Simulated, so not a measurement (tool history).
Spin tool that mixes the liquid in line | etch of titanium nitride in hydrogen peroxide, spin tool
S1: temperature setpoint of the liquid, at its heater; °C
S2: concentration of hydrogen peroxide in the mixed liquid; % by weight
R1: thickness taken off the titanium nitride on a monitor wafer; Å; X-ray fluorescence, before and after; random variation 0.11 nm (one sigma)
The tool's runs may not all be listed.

run 1 hour=0 | S1=57 S2=17 time_under_the_liquid_(s)=280 | R1=124.89
run 2 hour=2.5 | S1=54 S2=17 time_under_the_liquid_(s)=280 | R1=100.73
run 3 hour=5.7 | S1=55.5 S2=17 time_under_the_liquid_(s)=280 | R1=111.06
run 4 hour=6.8 | S1=55.5 S2=17 time_under_the_liquid_(s)=305 | R1=122.23
run 5 hour=11 | S1=55.5 S2=17 time_under_the_liquid_(s)=305 | R1=121.53
run 6 hour=18.7 | S1=61 S2=17 time_under_the_liquid_(s)=305 | R1=177.91
run 7 hour=21.4 | S1=61.5 S2=17 time_under_the_liquid_(s)=305 | R1=184.76
run 8 hour=22.4 | S1=62.5 S2=17 time_under_the_liquid_(s)=305 | R1=194.92

Forecast run 9:
run 9 hour=24.2 | S1=63 S2=17 time_under_the_liquid_(s)=305 | R1=?

R1: 203.93 Å
